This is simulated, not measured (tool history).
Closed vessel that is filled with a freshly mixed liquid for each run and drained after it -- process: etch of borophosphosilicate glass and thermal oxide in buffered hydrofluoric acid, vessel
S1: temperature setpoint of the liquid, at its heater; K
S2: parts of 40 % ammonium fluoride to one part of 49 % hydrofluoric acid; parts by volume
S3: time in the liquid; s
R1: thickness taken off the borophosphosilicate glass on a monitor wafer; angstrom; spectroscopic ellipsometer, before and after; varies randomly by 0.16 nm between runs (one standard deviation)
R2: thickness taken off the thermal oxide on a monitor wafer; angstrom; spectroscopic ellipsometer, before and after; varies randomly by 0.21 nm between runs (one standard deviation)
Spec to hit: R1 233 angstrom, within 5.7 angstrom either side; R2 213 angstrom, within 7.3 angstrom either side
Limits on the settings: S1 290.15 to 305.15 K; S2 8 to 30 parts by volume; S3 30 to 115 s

{"run": 1, "hour": 0.0, "S1": 297.15, "S2": 21.5, "S3": 60, "R1": 422.8, "R2": 388.63}
{"run": 2, "hour": 4.3, "S1": 298.65, "S2": 21.5, "S3": 60, "R1": 460.08, "R2": 423.18}
{"run": 3, "hour": 12.2, "S1": 298.65, "S2": 15.5, "S3": 60, "R1": 629.94, "R2": 565.42}
{"run": 4, "hour": 20.2, "S1": 296.15, "S2": 18.5, "S3": 60, "R1": 457.18, "R2": 421.66}
{"run": 5, "hour": 25.1, "S1": 294.15, "S2": 18.5, "S3": 60, "R1": 406.34, "R2": 377.26}
{"run": 6, "hour": 34.0, "S1": 294.15, "S2": 18.5, "S3": 45, "R1": 309.64, "R2": 280.24}
{"run": 7, "hour": 39.5, "S1": 293.15, "S2": 19, "S3": 45, "R1": 284, "R2": 256.91}
{"run": 8, "hour": 43.0, "S1": 292.15, "S2": 19, "S3": 45, "R1": 269.41, "R2": 245.51}
{"run": 9, "hour": 45.2, "S1": 291.65, "S2": 19, "S3": 45, "R1": 261, "R2": 238.46}
{"run": 10, "hour": 50.3, "S1": 291.65, "S2": 19, "S3": 45, "R1": 261.07, "R2": 237.49}

4 next moves are on the table. One of them brings every result within its allowed miss. Which?
{"run": "A", "hour": 55.4, "S1": 290.15, "S2": 21, "S3": 45, "R1": "?", "R2": "?"}
{"run": "B", "hour": 55.4, "S1": 293.15, "S2": 21, "S3": 40, "R1": "?", "R2": "?"}
{"run": "C", "hour": 55.4, "S1": 294.15, "S2": 25, "S3": 40, "R1": "?", "R2": "?"}
{"run": "D", "hour": 55.4, "S1": 293.15, "S2": 19.5, "S3": 50, "R1": "?", "R2": "?"}

move=A R1=220.63 R2=201.64
move=B R1=232.05 R2=212.48
move=C R1=217.35 R2=199.25
move=D R1=307.66 R2=281.65
A: the result that was furthest off in the last run now lies on the other side of its target
B: hits every target within its allowed miss
C: the result that was furthest off in the last run now lies on the other side of its target
D: the biggest miss grows against the last run
Answer: B
